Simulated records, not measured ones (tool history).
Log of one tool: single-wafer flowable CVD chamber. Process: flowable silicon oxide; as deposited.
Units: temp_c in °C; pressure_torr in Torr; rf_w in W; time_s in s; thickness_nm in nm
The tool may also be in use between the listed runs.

run 1 hour=0.0 | temp_c=105 pressure_torr=0.586 rf_w=2415 time_s=382 | thickness_nm=125.63
run 2 hour=5.3 | temp_c=105 pressure_torr=0.668 rf_w=2415 time_s=382 | thickness_nm=142.60
run 3 hour=10.4 | temp_c=109 pressure_torr=0.668 rf_w=2415 time_s=382 | thickness_nm=127.74
run 4 hour=15.4 | temp_c=109 pressure_torr=0.668 rf_w=2170 time_s=382 | thickness_nm=123.65
run 5 hour=16.9 | temp_c=110 pressure_torr=0.668 rf_w=2170 time_s=382 | thickness_nm=120.95
run 6 hour=22.2 | temp_c=110 pressure_torr=0.668 rf_w=2015 time_s=382 | thickness_nm=118.22
run 7 hour=28.1 | temp_c=111 pressure_torr=0.668 rf_w=2015 time_s=382 | thickness_nm=114.19

Forecast run 8:
run 8 hour=31.0 | temp_c=112 pressure_torr=0.668 rf_w=2015 time_s=382 | thickness_nm=?

thickness_nm: 111.00 nm
